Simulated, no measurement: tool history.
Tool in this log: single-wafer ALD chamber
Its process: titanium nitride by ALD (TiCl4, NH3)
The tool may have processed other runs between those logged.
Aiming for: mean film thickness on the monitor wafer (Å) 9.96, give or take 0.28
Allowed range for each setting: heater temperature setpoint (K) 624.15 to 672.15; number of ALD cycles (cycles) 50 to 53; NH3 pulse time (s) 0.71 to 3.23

run    day  heater temperature setpoint (K)  number of ALD cycles (cycles)  NH3 pulse time (s)  mean film thickness on the monitor wafer (Å)
  1      0                           648.15                             53                1.97                                        11.103
  2  0.238                           648.15                             53                2.29                                        11.145
  3  0.425                           648.15                             53                2.29                                        11.259
  4  0.562                           648.15                             53                2.29                                        11.273
  5  0.592                           648.15                             53                 2.6                                        11.455
  6  0.917                           653.15                             53                 2.6                                         11.33
  7  1.162                           657.15                             52                2.08                                        11.045
  8  1.425                           651.15                             51                1.65                                        10.531
  9  1.512                           650.15                             51                1.44                                        10.273
 10  1.667                           650.15                             51                1.38                                        10.331

Which single option among these 4 for the next run brings every result within its allowed miss of target? Just one does.
  A  1.821                           649.15                             51                2.02                                             ?
  B  1.821                           654.15                             50                1.77                                             ?
  C  1.821                           641.15                             53                1.54                                             ?
  D  1.821                           655.15                             52                1.02                                             ?

move  mean film thickness on the monitor wafer (Å)
   A                                        10.707
   B                                        10.424
   C                                        10.597
   D                                        9.8817
A: further off than the last run
B: further off than the last run
C: further off than the last run
D: in spec on every target
The move that meets every target is D.
